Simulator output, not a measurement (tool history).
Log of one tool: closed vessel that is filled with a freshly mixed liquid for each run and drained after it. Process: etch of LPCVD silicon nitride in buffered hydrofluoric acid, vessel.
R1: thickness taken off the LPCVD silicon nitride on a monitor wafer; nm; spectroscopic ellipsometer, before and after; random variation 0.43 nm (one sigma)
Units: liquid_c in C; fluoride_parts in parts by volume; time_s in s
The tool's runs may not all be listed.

Run 1, hour 0: liquid_c 21 C, fluoride_parts 7.5 parts by volume, time_s 2915 s. Result: R1 39.639 nm.
Run 2, hour 3.5: liquid_c 21 C, fluoride_parts 7.5 parts by volume, time_s 3120 s. Result: R1 42.96 nm.
Run 3, hour 12: liquid_c 21 C, fluoride_parts 9.5 parts by volume, time_s 3120 s. Result: R1 34.849 nm.
Run 4, hour 19.5: liquid_c 21 C, fluoride_parts 8.5 parts by volume, time_s 3120 s. Result: R1 37.674 nm.
Run 5, hour 26.1: liquid_c 22.5 C, fluoride_parts 8.5 parts by volume, time_s 3120 s. Result: R1 41.483 nm.
Run 6, hour 33.9: liquid_c 22.5 C, fluoride_parts 8.5 parts by volume, time_s 3120 s. Result: R1 41.286 nm.
Run 7, hour 43.6: liquid_c 24 C, fluoride_parts 8.5 parts by volume, time_s 3120 s. Result: R1 44.555 nm.
Run 8, hour 50.5: liquid_c 24 C, fluoride_parts 8.5 parts by volume, time_s 3120 s. Result: R1 44.589 nm.

Run 9 comes next. What will it give?
Run 9, hour 54.7: liquid_c 25.5 C, fluoride_parts 8.5 parts by volume, time_s 3120 s. Result: R1 ?.

{"run 9": {"R1": 48.596}}
